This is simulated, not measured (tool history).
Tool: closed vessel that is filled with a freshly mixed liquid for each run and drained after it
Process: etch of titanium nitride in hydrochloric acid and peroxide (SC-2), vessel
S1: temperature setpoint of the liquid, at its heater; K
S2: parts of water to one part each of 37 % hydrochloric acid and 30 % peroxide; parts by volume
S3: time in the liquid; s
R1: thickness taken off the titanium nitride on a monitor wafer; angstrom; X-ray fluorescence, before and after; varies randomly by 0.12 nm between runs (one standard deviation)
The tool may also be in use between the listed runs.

{"run": 1, "hour": 0.0, "S1": 338.15, "S2": 10, "S3": 580, "R1": 350.17}
{"run": 2, "hour": 8.4, "S1": 338.15, "S2": 7, "S3": 580, "R1": 470.93}
{"run": 3, "hour": 11.1, "S1": 335.15, "S2": 7, "S3": 580, "R1": 386.77}
{"run": 4, "hour": 17.1, "S1": 335.15, "S2": 7, "S3": 625, "R1": 420.76}
{"run": 5, "hour": 18.8, "S1": 332.65, "S2": 7, "S3": 625, "R1": 359.09}
{"run": 6, "hour": 27.3, "S1": 330.65, "S2": 7, "S3": 625, "R1": 315.51}
{"run": 7, "hour": 34.1, "S1": 329.15, "S2": 7, "S3": 625, "R1": 285.56}

Run 8, settings as shown, results not yet in. Your forecast:
{"run": 8, "hour": 41.9, "S1": 328.15, "S2": 7, "S3": 625, "R1": "?"}

{"run 8": {"R1": 270.83}}
